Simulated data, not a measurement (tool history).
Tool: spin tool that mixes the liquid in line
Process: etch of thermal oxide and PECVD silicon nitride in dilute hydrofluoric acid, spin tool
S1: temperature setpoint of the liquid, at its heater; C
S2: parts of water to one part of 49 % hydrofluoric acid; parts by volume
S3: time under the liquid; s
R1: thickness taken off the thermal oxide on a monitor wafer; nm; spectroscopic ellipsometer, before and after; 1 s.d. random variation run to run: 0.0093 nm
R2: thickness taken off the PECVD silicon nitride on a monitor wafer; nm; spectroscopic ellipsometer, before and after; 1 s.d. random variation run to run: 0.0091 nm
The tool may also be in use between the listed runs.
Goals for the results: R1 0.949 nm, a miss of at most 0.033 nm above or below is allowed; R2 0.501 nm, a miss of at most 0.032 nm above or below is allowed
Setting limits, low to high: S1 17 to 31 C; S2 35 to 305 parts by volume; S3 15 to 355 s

Run 1, hour 0: S1 23 C, S2 170 parts by volume, S3 180 s. Result: R1 4.1461 nm, R2 1.7379 nm.
Run 2, hour 8: S1 23 C, S2 120 parts by volume, S3 180 s. Result: R1 6.1048 nm, R2 2.4007 nm.
Run 3, hour 11.7: S1 26.5 C, S2 120 parts by volume, S3 180 s. Result: R1 6.8561 nm, R2 3.1238 nm.
Run 4, hour 13.9: S1 26.5 C, S2 120 parts by volume, S3 255 s. Result: R1 10.003 nm, R2 4.4649 nm.
Run 5, hour 21.8: S1 26.5 C, S2 120 parts by volume, S3 310 s. Result: R1 12.301 nm, R2 5.2571 nm.
Run 6, hour 24.5: S1 28 C, S2 120 parts by volume, S3 310 s. Result: R1 12.777 nm, R2 5.8121 nm.
Run 7, hour 32.8: S1 25.5 C, S2 190 parts by volume, S3 220 s. Result: R1 4.7723 nm, R2 2.2935 nm.
Run 8, hour 34.8: S1 24.5 C, S2 225 parts by volume, S3 180 s. Result: R1 3.1106 nm, R2 1.4214 nm.
Run 9, hour 41.7: S1 25 C, S2 250 parts by volume, S3 135 s. Result: R1 2.0807 nm, R2 1.0102 nm.
Run 10, hour 44.8: S1 25 C, S2 265 parts by volume, S3 110 s. Result: R1 1.5826 nm, R2 0.77237 nm.
Run 11, hour 49: S1 25.5 C, S2 275 parts by volume, S3 95 s. Result: R1 1.2915 nm, R2 0.67811 nm.
Run 12, hour 54.2: S1 25.5 C, S2 285 parts by volume, S3 90 s. Result: R1 1.1695 nm, R2 0.64625 nm.
Run 13, hour 61.1: S1 25 C, S2 290 parts by volume, S3 90 s. Result: R1 1.1518 nm, R2 0.58671 nm.
Run 14, hour 64.2: S1 25 C, S2 295 parts by volume, S3 85 s. Result: R1 1.0574 nm, R2 0.55944 nm.
Run 15, hour 72: S1 25 C, S2 300 parts by volume, S3 85 s. Result: R1 1.0336 nm, R2 0.54457 nm.

Pick the move, out of 5, that brings all results within their allowed miss; only one does.
Run A, hour 79.8: S1 25.5 C, S2 295 parts by volume, S3 75 s. Result: R1 ?, R2 ?.
Run B, hour 79.8: S1 31 C, S2 305 parts by volume, S3 65 s. Result: R1 ?, R2 ?.
Run C, hour 79.8: S1 29.5 C, S2 305 parts by volume, S3 70 s. Result: R1 ?, R2 ?.
Run D, hour 79.8: S1 23 C, S2 270 parts by volume, S3 80 s. Result: R1 ?, R2 ?.
Run E, hour 79.8: S1 20 C, S2 275 parts by volume, S3 85 s. Result: R1 ?, R2 ?.

move       R1       R2
   A  0.94419  0.47618
   B  0.93857  0.55026
   C  0.96342  0.54387
   D   1.0336  0.47584
   E  0.96213  0.41093
A: all results land within tolerance of their targets
B: gets the furthest-off result to its target, but another result is out of tolerance
C: gets the furthest-off result to its target, but another result is out of tolerance
D: neither nearer nor further off than the last run
E: gets the furthest-off result to its target, but another result is out of tolerance
Correct choice: A, which meets every target
